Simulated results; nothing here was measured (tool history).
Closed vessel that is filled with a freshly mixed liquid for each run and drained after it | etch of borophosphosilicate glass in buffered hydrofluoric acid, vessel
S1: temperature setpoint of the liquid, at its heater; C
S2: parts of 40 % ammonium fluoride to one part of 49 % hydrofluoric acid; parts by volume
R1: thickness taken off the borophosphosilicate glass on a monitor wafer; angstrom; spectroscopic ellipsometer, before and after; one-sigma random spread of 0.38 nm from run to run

{"run": 1, "hour": 0.0, "S1": 22.0, "S2": 14.5, "time in the liquid (s)": 85, "R1": 814.55}
{"run": 2, "hour": 8.7, "S1": 22.0, "S2": 14.5, "time in the liquid (s)": 95, "R1": 905.38}
{"run": 3, "hour": 15.6, "S1": 22.0, "S2": 18.5, "time in the liquid (s)": 95, "R1": 719.78}
{"run": 4, "hour": 20.7, "S1": 21.5, "S2": 18.5, "time in the liquid (s)": 95, "R1": 696.07}
{"run": 5, "hour": 23.2, "S1": 21.5, "S2": 18.5, "time in the liquid (s)": 95, "R1": 691.11}
{"run": 6, "hour": 24.4, "S1": 21.5, "S2": 18.5, "time in the liquid (s)": 95, "R1": 693.54}
{"run": 7, "hour": 33.7, "S1": 21.0, "S2": 18.5, "time in the liquid (s)": 95, "R1": 678.79}

Estimate the outcome of run 8 from the log above:
{"run": 8, "hour": 42.2, "S1": 17.0, "S2": 18.5, "time in the liquid (s)": 95, "R1": "?"}

R1: 531.41 angstrom
